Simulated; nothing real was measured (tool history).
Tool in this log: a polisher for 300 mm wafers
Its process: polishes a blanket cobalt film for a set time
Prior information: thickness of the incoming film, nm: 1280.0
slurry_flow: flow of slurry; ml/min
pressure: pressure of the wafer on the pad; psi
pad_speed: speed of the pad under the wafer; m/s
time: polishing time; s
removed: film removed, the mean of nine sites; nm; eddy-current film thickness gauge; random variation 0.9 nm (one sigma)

run 1 hour=0 | slurry_flow=120 pressure=1.2 pad_speed=1.24 time=38 | removed=159.25
run 2 hour=1.3 | slurry_flow=115 pressure=1.2 pad_speed=1.24 time=38 | removed=157.78
run 3 hour=6.7 | slurry_flow=110 pressure=1.2 pad_speed=1.24 time=38 | removed=156.44
run 4 hour=9.8 | slurry_flow=110 pressure=1.4 pad_speed=1.24 time=38 | removed=181.66
run 5 hour=15.8 | slurry_flow=105 pressure=1.4 pad_speed=1.24 time=38 | removed=180.25
run 6 hour=24.3 | slurry_flow=100 pressure=1.4 pad_speed=1.24 time=38 | removed=179.64
run 7 hour=31 | slurry_flow=90 pressure=1.2 pad_speed=1.24 time=38 | removed=146.43

Run 8 has not been measured yet. What should we expect?
run 8 hour=35.4 | slurry_flow=75 pressure=1.1 pad_speed=1.24 time=38 | removed=?

removed: 127.86 nm
